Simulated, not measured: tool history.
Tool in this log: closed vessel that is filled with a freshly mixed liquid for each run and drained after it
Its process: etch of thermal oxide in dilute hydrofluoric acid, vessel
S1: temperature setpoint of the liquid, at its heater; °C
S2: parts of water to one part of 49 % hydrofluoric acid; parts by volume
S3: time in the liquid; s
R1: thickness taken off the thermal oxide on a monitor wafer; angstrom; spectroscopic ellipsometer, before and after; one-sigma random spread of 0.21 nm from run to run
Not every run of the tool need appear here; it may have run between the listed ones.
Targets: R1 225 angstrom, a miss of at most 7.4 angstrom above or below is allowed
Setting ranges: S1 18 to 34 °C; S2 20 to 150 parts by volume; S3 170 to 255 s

run	hour	S1	S2	S3	R1
1	0	26	85	255	147.62
2	3.5	28	80	255	171.85
3	10.2	29.5	80	255	180.41
4	17.4	29.5	105	255	134.4
5	20.8	29.5	130	255	106.33
6	25.6	30.5	115	255	124.62
7	31.2	30.5	115	255	124.27
8	35.7	31.5	100	255	152.27
9	40.2	34	70	255	250.34
10	46.8	33.5	70	255	252.09
11	55.3	33	70	255	241.61
12	59	32.5	70	255	235.38
13	60.2	32	70	255	234.14

Exercise: of the 4 proposed moves below, exactly one satisfies all targets within the stated allowed misses. Which move is it?
A	61.4	31.5	75	255	?
B	61.4	34	70	240	?
C	61.4	31	65	235	?
D	61.4	33.5	50	170	?

move	R1
A	212.91
B	237.68
C	225.55
D	239.08
A: carries the result that was furthest off beyond its target, to the other side
B: lands further from the targets than the last run did
C: in spec on every target
D: lands further from the targets than the last run did
The right move is C.

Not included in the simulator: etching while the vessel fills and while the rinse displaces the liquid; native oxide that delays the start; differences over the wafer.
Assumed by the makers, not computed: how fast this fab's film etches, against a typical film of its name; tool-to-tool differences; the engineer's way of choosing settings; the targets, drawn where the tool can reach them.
